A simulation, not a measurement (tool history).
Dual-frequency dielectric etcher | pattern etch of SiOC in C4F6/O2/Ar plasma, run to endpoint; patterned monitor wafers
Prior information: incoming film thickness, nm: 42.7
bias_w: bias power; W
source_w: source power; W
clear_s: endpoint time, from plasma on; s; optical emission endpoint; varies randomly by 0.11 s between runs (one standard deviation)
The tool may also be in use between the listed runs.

{"run": 1, "hour": 0.0, "bias_w": 624, "source_w": 240, "clear_s": 17.072}
{"run": 2, "hour": 4.8, "bias_w": 624, "source_w": 200, "clear_s": 18.707}
{"run": 3, "hour": 10.5, "bias_w": 665, "source_w": 200, "clear_s": 18.28}
{"run": 4, "hour": 17.1, "bias_w": 640, "source_w": 200, "clear_s": 18.358}
{"run": 5, "hour": 24.3, "bias_w": 640, "source_w": 240, "clear_s": 16.925}
{"run": 6, "hour": 26.6, "bias_w": 528, "source_w": 240, "clear_s": 18.317}
{"run": 7, "hour": 34.1, "bias_w": 513, "source_w": 240, "clear_s": 18.434}
{"run": 8, "hour": 39.4, "bias_w": 388, "source_w": 190, "clear_s": 23.192}
{"run": 9, "hour": 41.2, "bias_w": 394, "source_w": 190, "clear_s": 23.346}

Estimate the outcome of run 10 from the log above:
{"run": 10, "hour": 44.2, "bias_w": 400, "source_w": 190, "clear_s": "?"}

Run 10 yielded clear_s 22.941 s.
